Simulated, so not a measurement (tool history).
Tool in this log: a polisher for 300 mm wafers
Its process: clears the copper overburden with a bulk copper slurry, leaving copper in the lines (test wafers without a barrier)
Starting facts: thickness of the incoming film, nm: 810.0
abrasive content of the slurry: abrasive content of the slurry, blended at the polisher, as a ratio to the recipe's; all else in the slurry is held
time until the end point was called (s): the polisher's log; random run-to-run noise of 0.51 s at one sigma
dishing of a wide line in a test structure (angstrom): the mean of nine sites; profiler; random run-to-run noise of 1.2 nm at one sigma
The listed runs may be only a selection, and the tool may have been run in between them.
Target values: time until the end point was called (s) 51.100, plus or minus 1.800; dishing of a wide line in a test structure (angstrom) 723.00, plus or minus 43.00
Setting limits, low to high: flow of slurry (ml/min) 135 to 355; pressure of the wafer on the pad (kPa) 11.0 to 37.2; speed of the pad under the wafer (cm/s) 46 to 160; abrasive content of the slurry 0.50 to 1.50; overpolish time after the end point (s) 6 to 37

run,day,flow of slurry (ml/min),pressure of the wafer on the pad (kPa),speed of the pad under the wafer (cm/s),abrasive content of the slurry,overpolish time after the end point (s),time until the end point was called (s),dishing of a wide line in a test structure (angstrom)
1,0.000,225,24.1,102,1.00,19,75.990,691.17
2,0.088,225,26.9,102,1.00,17,69.253,704.17
3,0.338,225,22.1,102,1.00,17,79.638,689.12
4,0.550,190,22.1,102,1.00,17,81.303,661.41
# day 0.658: worn pad replaced by a new one
5,0.658,190,26.2,104,1.00,16,63.097,706.14
6,1.017,180,26.9,104,1.00,15,62.641,688.97
7,1.208,245,31.7,104,1.00,13,54.883,711.56
8,1.267,235,32.4,104,1.00,13,53.384,738.70
9,1.346,230,32.4,104,1.00,12,53.207,700.22

Which of these 5 next moves meets every target?
A,1.425,240,32.4,98,1.05,11,?,?
B,1.425,265,26.2,116,0.90,11,?,?
C,1.425,190,29.0,106,1.20,11,?,?
D,1.425,300,22.8,114,1.10,12,?,?
E,1.425,235,31.0,100,1.45,14,?,?

move,time until the end point was called (s),dishing of a wide line in a test structure (angstrom)
A,55.381,660.14
B,56.893,646.35
C,54.842,658.32
D,59.069,651.96
E,50.992,721.52
A: further off than the last run
B: further off than the last run
C: further off than the last run
D: further off than the last run
E: all results land within tolerance of their targets
Correct choice: E, which meets every target
